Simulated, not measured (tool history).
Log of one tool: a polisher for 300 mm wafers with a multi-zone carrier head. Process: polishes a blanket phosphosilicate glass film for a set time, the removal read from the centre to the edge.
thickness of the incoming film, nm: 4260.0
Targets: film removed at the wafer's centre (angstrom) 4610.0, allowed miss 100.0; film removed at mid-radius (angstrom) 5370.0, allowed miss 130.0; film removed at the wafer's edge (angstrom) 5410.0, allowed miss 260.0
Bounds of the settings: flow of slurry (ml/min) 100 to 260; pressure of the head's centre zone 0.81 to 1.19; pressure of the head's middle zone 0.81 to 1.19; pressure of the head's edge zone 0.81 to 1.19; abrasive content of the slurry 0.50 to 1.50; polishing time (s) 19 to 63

run	hour	flow of slurry (ml/min)	pressure of the head's centre zone	pressure of the head's middle zone	pressure of the head's edge zone	abrasive content of the slurry	polishing time (s)	film removed at the wafer's centre (angstrom)	film removed at mid-radius (angstrom)	film removed at the wafer's edge (angstrom)
1	0.0	165	1.00	1.00	1.00	1.00	41	3411.3	3363.4	3428.6
2	5.2	170	0.99	1.02	1.04	1.10	42	3681.5	3731.7	3610.5
3	10.4	155	0.95	1.01	1.06	1.20	44	3862.6	4061.9	4127.9
4	17.1	155	0.95	1.01	1.14	1.20	44	3835.3	3973.1	4326.8
5	18.5	155	0.95	1.01	1.17	1.20	44	3891.3	4026.1	4230.7
6	27.4	155	0.95	1.01	1.19	1.20	44	3889.1	4020.7	4492.3
7	29.0	160	0.94	1.02	1.19	1.25	44	3929.0	4213.6	4403.8
8	33.4	150	0.94	1.03	1.19	1.30	45	4044.0	4360.5	4670.8
9	38.8	155	0.93	1.03	1.19	1.35	45	4095.2	4438.6	4867.5
10	39.5	155	0.93	1.03	1.19	1.35	45	4065.4	4465.2	4743.6
11	40.3	160	0.93	1.04	1.19	1.40	46	4240.1	4639.9	4918.3
12	48.1	160	0.93	1.05	1.19	1.40	47	4371.6	4782.7	4926.6
13	49.6	160	0.92	1.05	1.19	1.40	48	4415.6	4865.2	5221.7
14	57.6	165	0.92	1.06	1.19	1.40	48	4486.9	4909.6	5155.1
15	59.4	165	0.91	1.07	1.19	1.40	48	4416.5	4983.5	5216.5
16	64.6	170	0.91	1.08	1.19	1.40	48	4407.8	4976.3	5153.9
17	67.7	175	0.91	1.09	1.19	1.40	48	4451.6	5028.3	5157.0
18	75.1	180	0.90	1.10	1.19	1.45	48	4508.9	5193.3	5308.6
19	80.1	185	0.90	1.10	1.19	1.45	48	4517.9	5111.3	5305.0
20	85.9	185	0.90	1.11	1.19	1.45	48	4494.7	5156.3	5199.8

Which of these 4 next moves meets every target?
A	91.7	195	1.02	1.18	1.09	1.45	45	?	?	?
B	91.7	215	0.91	1.16	1.12	1.50	49	?	?	?
C	91.7	260	0.92	1.06	1.14	1.50	48	?	?	?
D	91.7	185	0.91	1.13	1.19	1.40	50	?	?	?

move	film removed at the wafer's centre (angstrom)	film removed at mid-radius (angstrom)	film removed at the wafer's edge (angstrom)
A	4797.7	5099.4	4772.9
B	4816.6	5644.1	5392.9
C	4877.0	5354.9	5419.9
D	4673.5	5403.5	5438.9
A: further off than the last run
B: takes the result that was furthest off past its target
C: brings the result that was furthest off to its target, and leaves another outside
D: meets every target
Move D is the one to make.

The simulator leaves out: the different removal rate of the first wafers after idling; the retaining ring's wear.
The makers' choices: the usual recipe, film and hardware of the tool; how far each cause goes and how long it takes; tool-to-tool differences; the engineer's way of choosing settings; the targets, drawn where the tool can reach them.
